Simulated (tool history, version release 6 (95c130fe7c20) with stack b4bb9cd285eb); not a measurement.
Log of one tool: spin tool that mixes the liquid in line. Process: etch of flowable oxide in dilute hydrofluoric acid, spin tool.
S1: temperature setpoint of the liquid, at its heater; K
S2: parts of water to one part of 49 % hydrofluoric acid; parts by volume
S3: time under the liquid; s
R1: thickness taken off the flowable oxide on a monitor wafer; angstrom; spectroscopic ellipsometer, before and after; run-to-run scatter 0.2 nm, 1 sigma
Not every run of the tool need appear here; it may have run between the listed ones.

run 1 hour=0.0 | S1=294.15 S2=130 S3=205 | R1=376.86
run 2 hour=8.7 | S1=294.15 S2=130 S3=220 | R1=410.29
run 3 hour=14.0 | S1=293.65 S2=135 S3=220 | R1=382.20
run 4 hour=22.3 | S1=295.65 S2=135 S3=220 | R1=409.33
run 5 hour=30.0 | S1=292.65 S2=135 S3=220 | R1=371.28
run 6 hour=33.0 | S1=292.15 S2=140 S3=220 | R1=342.88
run 7 hour=41.0 | S1=292.15 S2=145 S3=220 | R1=335.04
run 8 hour=45.4 | S1=292.15 S2=150 S3=220 | R1=320.25
run 9 hour=51.4 | S1=292.15 S2=155 S3=220 | R1=305.01
run 10 hour=59.1 | S1=292.15 S2=160 S3=220 | R1=294.04
run 11 hour=66.1 | S1=292.15 S2=165 S3=220 | R1=284.76

Run 12, settings as shown, results not yet in. Your forecast:
-- hour=75.0 hydrofluoric acid flow meter replaced
run 12 hour=75.0 | S1=290.15 S2=190 S3=220 | R1=?

Run 12 came out at R1 239.40 angstrom.
